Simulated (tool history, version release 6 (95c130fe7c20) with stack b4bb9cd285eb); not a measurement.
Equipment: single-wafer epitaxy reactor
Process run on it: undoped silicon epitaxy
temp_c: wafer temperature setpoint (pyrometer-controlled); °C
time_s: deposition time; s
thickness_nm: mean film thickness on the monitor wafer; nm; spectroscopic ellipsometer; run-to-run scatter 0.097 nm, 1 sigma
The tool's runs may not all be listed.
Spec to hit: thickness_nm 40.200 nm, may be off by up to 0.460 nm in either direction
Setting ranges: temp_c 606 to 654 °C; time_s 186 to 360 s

run  hour  temp_c  time_s  thickness_nm
  1   0.0     630     273        26.316
  2   4.3     632     273        27.785
  3   9.4     634     273        29.201
  4  10.4     630     273        26.493
  5  16.6     630     234        22.628
  6  24.1     630     272        26.319
     28.2  -- pyrometer calibrated
  7  28.2     630     272        28.908
  8  35.6     630     272        28.910
  9  40.0     632     275        30.833
 10  41.4     633     275        31.631
 11  47.8     645     275        42.614
 12  48.6     644     275        41.883
 13  57.0     643     275        40.668

Of the 5 settings listed for the next run, only one would bring every result within its allowed miss of target. Which one?
  A  65.4     640     305             ?
  B  65.4     640     303             ?
  C  65.4     642     285             ?
  D  65.4     648     239             ?
  E  65.4     645     265             ?

move  thickness_nm
   A        41.741
   B        41.467
   C        41.024
   D        39.969
   E        41.127
A: further off than the last run
B: further off than the last run
C: further off than the last run
D: every result within its allowed miss
E: further off than the last run
The right move is D.
